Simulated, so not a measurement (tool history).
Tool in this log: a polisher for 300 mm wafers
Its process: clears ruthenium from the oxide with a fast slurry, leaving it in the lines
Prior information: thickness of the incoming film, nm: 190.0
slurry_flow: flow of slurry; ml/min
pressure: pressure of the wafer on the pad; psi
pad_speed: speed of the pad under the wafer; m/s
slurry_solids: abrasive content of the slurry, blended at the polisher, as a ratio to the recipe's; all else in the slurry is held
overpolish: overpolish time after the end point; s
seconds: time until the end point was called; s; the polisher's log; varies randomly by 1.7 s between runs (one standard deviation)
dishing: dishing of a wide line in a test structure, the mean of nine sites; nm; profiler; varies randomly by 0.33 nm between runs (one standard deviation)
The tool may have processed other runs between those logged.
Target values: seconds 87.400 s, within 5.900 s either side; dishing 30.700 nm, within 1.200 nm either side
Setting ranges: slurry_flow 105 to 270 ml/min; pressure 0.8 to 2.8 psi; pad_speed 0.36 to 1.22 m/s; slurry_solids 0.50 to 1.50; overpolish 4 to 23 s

run 1 day=0.000 | slurry_flow=175 pressure=1.8 pad_speed=0.78 slurry_solids=1.00 overpolish=12 | seconds=113.740 dishing=18.294
run 2 day=0.304 | slurry_flow=190 pressure=1.8 pad_speed=0.78 slurry_solids=1.00 overpolish=12 | seconds=114.020 dishing=18.649
run 3 day=0.433 | slurry_flow=190 pressure=1.9 pad_speed=0.78 slurry_solids=1.00 overpolish=13 | seconds=108.290 dishing=20.885
run 4 day=0.638 | slurry_flow=190 pressure=2.0 pad_speed=0.78 slurry_solids=1.00 overpolish=14 | seconds=98.829 dishing=23.555
run 5 day=0.721 | slurry_flow=190 pressure=2.0 pad_speed=0.78 slurry_solids=1.15 overpolish=14 | seconds=93.638 dishing=25.052
run 6 day=1.092 | slurry_flow=190 pressure=1.7 pad_speed=0.78 slurry_solids=1.15 overpolish=14 | seconds=110.170 dishing=21.423
run 7 day=1.412 | slurry_flow=190 pressure=1.8 pad_speed=0.78 slurry_solids=1.15 overpolish=15 | seconds=110.190 dishing=24.775
run 8 day=1.612 | slurry_flow=215 pressure=2.3 pad_speed=0.80 slurry_solids=1.15 overpolish=14 | seconds=79.328 dishing=28.975

4 next moves are on the table. One of them brings every result within its allowed miss. Which?
run A day=1.812 | slurry_flow=220 pressure=2.1 pad_speed=0.84 slurry_solids=1.10 overpolish=14 | seconds=? dishing=?
run B day=1.812 | slurry_flow=200 pressure=2.5 pad_speed=0.74 slurry_solids=1.00 overpolish=13 | seconds=? dishing=?
run C day=1.812 | slurry_flow=215 pressure=2.3 pad_speed=0.84 slurry_solids=1.50 overpolish=12 | seconds=? dishing=?
run D day=1.812 | slurry_flow=205 pressure=2.4 pad_speed=0.68 slurry_solids=1.25 overpolish=16 | seconds=? dishing=?

move=A seconds=84.576 dishing=27.665
move=B seconds=85.020 dishing=25.687
move=C seconds=69.082 dishing=28.935
move=D seconds=87.244 dishing=30.429
A: lands further from the targets than the last run did
B: lands further from the targets than the last run did
C: lands further from the targets than the last run did
D: hits every target within its allowed miss
So the answer is move D, the one that meets all the targets.
